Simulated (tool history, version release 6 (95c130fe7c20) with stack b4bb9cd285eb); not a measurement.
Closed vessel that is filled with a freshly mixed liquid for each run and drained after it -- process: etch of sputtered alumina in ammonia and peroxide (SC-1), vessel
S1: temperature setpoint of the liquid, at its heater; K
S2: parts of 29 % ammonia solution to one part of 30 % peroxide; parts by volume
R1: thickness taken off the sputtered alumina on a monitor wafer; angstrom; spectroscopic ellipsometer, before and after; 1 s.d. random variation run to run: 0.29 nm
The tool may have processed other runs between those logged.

{"run": 1, "day": 0.0, "S1": 324.15, "S2": 0.45, "time in the liquid (s)": 330, "R1": 195.19}
{"run": 2, "day": 0.117, "S1": 324.15, "S2": 0.45, "time in the liquid (s)": 355, "R1": 211.62}
{"run": 3, "day": 0.283, "S1": 324.15, "S2": 0.45, "time in the liquid (s)": 330, "R1": 194.34}
{"run": 4, "day": 0.567, "S1": 327.65, "S2": 0.45, "time in the liquid (s)": 330, "R1": 234.93}
{"run": 5, "day": 0.904, "S1": 330.65, "S2": 0.45, "time in the liquid (s)": 330, "R1": 276.88}
{"run": 6, "day": 1.171, "S1": 330.65, "S2": 0.6, "time in the liquid (s)": 330, "R1": 283.38}
{"run": 7, "day": 1.258, "S1": 332.65, "S2": 0.6, "time in the liquid (s)": 330, "R1": 313.3}

Run 8 has not been measured yet. What should we expect?
{"run": 8, "day": 1.571, "S1": 334.15, "S2": 0.6, "time in the liquid (s)": 330, "R1": "?"}

{"run 8": {"R1": 339.47}}
